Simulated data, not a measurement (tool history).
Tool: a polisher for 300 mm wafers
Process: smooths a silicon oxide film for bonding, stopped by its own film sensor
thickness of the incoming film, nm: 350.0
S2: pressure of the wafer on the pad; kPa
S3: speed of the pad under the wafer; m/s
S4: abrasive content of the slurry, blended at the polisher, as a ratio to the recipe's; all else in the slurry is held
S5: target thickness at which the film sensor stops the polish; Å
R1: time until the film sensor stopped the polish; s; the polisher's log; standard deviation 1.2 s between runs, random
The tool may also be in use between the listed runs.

run 1 hour=0 | flow_of_slurry_(ml/min)=150 S2=17.9 S3=0.9 S4=1 S5=2660 | R1=126.13
run 2 hour=8.5 | flow_of_slurry_(ml/min)=150 S2=17.9 S3=0.9 S4=1 S5=2660 | R1=127.47
run 3 hour=11.4 | flow_of_slurry_(ml/min)=150 S2=19.3 S3=0.9 S4=1 S5=2660 | R1=114.25
run 4 hour=15 | flow_of_slurry_(ml/min)=150 S2=19.3 S3=0.9 S4=1 S5=2660 | R1=115.62
run 5 hour=22.9 | flow_of_slurry_(ml/min)=150 S2=20 S3=0.9 S4=1 S5=2660 | R1=112.01
run 6 hour=23.8 | flow_of_slurry_(ml/min)=150 S2=17.9 S3=0.9 S4=1 S5=2660 | R1=126.25
run 7 hour=32.2 | flow_of_slurry_(ml/min)=150 S2=19.3 S3=0.9 S4=1 S5=2660 | R1=118.23
run 8 hour=40.5 | flow_of_slurry_(ml/min)=150 S2=20.7 S3=0.9 S4=1 S5=2660 | R1=110.75
run 9 hour=45.5 | flow_of_slurry_(ml/min)=150 S2=22.1 S3=0.9 S4=1 S5=2660 | R1=105.51
run 10 hour=47.6 | flow_of_slurry_(ml/min)=150 S2=22.8 S3=0.92 S4=1 S5=2660 | R1=98.423

Run 11, settings as shown, results not yet in. Your forecast:
run 11 hour=53.2 | flow_of_slurry_(ml/min)=150 S2=23.4 S3=0.92 S4=1 S5=2660 | R1=?

R1: 98.157 s
